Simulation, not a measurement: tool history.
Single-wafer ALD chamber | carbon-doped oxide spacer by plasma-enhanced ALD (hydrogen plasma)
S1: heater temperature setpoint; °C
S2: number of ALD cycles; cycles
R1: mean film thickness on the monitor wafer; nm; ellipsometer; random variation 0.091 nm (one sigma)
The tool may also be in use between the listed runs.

run 1 day=0.000 | S1=405 S2=601 | R1=27.591
run 2 day=0.296 | S1=397 S2=601 | R1=28.045
run 3 day=0.517 | S1=387 S2=601 | R1=27.963
run 4 day=0.625 | S1=387 S2=636 | R1=29.553
run 5 day=0.775 | S1=381 S2=636 | R1=29.532
run 6 day=1.012 | S1=381 S2=636 | R1=29.537
run 7 day=1.188 | S1=381 S2=664 | R1=30.908

The next listed run, before its measurement:
run 8 day=1.325 | S1=381 S2=684 | R1=?

{"run 8": {"R1": 31.597}}

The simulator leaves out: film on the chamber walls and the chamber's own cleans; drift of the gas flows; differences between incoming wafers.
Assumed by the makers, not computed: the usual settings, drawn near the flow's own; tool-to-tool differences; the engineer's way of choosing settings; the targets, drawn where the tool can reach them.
